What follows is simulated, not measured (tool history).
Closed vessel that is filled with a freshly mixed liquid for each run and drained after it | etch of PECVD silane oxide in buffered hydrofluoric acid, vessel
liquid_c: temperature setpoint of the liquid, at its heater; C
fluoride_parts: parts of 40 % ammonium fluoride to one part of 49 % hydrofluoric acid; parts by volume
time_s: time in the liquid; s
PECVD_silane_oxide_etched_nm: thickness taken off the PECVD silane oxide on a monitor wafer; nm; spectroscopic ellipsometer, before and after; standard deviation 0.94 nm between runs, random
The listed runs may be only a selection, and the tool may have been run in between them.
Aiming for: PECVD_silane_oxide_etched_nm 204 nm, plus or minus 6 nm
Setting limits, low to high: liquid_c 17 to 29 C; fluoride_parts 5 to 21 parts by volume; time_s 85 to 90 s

Run 1, day 0: liquid_c 21 C, fluoride_parts 13 parts by volume, time_s 85 s. Result: PECVD_silane_oxide_etched_nm 153.15 nm.
Run 2, day 0.358: liquid_c 22.5 C, fluoride_parts 13 parts by volume, time_s 85 s. Result: PECVD_silane_oxide_etched_nm 167.35 nm.
Run 3, day 0.483: liquid_c 21 C, fluoride_parts 13 parts by volume, time_s 85 s. Result: PECVD_silane_oxide_etched_nm 152.27 nm.
Run 4, day 0.742: liquid_c 21 C, fluoride_parts 13 parts by volume, time_s 90 s. Result: PECVD_silane_oxide_etched_nm 161.44 nm.
Run 5, day 0.808: liquid_c 21 C, fluoride_parts 13 parts by volume, time_s 90 s. Result: PECVD_silane_oxide_etched_nm 161.12 nm.
Run 6, day 0.933: liquid_c 22 C, fluoride_parts 13 parts by volume, time_s 90 s. Result: PECVD_silane_oxide_etched_nm 171.81 nm.
Run 7, day 1.167: liquid_c 23 C, fluoride_parts 13 parts by volume, time_s 90 s. Result: PECVD_silane_oxide_etched_nm 179.14 nm.
Run 8, day 1.404: liquid_c 23.5 C, fluoride_parts 13 parts by volume, time_s 90 s. Result: PECVD_silane_oxide_etched_nm 186.45 nm.
Run 9, day 1.583: liquid_c 24 C, fluoride_parts 13 parts by volume, time_s 90 s. Result: PECVD_silane_oxide_etched_nm 190.69 nm.
Run 10, day 1.667: liquid_c 24.5 C, fluoride_parts 13 parts by volume, time_s 90 s. Result: PECVD_silane_oxide_etched_nm 196.65 nm.

5 candidate next runs follow, results not yet known. Just one meets every target within its allowed miss. Identify it.
Run A, day 1.75: liquid_c 23 C, fluoride_parts 11.5 parts by volume, time_s 90 s. Result: PECVD_silane_oxide_etched_nm ?.
Run B, day 1.75: liquid_c 27.5 C, fluoride_parts 16 parts by volume, time_s 90 s. Result: PECVD_silane_oxide_etched_nm ?.
Run C, day 1.75: liquid_c 22.5 C, fluoride_parts 12 parts by volume, time_s 90 s. Result: PECVD_silane_oxide_etched_nm ?.
Run D, day 1.75: liquid_c 23 C, fluoride_parts 12.5 parts by volume, time_s 90 s. Result: PECVD_silane_oxide_etched_nm ?.
Run E, day 1.75: liquid_c 25.5 C, fluoride_parts 13.5 parts by volume, time_s 85 s. Result: PECVD_silane_oxide_etched_nm ?.

move  PECVD_silane_oxide_etched_nm
   A                        202.38
   B                        187.15
   C                        188.83
   D                        186.54
   E                        187.41
A: all results land within tolerance of their targets
B: moves away from the targets compared with the last run
C: moves away from the targets compared with the last run
D: moves away from the targets compared with the last run
E: moves away from the targets compared with the last run
Answer: A
